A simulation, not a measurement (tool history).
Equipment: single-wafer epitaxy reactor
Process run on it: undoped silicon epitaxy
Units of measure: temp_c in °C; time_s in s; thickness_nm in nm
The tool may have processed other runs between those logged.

run  hour  temp_c  time_s  thickness_nm
  1   0.0     670     467        120.91
  2   9.1     670     433        111.32
  3  17.0     673     433        118.49
  4  24.6     676     433        126.03
  5  26.7     679     433        133.09
  6  31.7     669     433        110.08
  7  36.5     673     434        118.68

Run 8 is up next; what results do you expect?
  8  42.2     685     441             ?

For run 8 the tool returned thickness_nm 152.82 nm.
